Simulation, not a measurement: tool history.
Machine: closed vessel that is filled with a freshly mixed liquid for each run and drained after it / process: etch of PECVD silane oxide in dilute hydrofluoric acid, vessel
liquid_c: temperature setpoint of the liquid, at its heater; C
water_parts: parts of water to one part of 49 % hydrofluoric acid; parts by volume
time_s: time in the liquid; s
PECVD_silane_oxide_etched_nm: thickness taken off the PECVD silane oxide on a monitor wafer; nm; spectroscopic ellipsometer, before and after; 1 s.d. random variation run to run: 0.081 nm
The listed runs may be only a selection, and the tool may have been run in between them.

run,hour,liquid_c,water_parts,time_s,PECVD_silane_oxide_etched_nm
1,0,23,70,65,20.988
2,8.7,22,75,65,18.861
3,14.6,25.5,75,65,21.681
4,23.4,25.5,75,65,21.398
5,28.9,25.5,55,65,30.182
6,35.5,25.5,40,65,41.788
7,38.6,25.5,40,65,42.612
8,47.3,25.5,40,65,42.65
9,53,25.5,40,65,42.055
10,60.4,24,50,65,31.451

Run 11 is up next; what results do you expect?
11,63.2,22.5,60,65,?

PECVD_silane_oxide_etched_nm: 24.464 nm
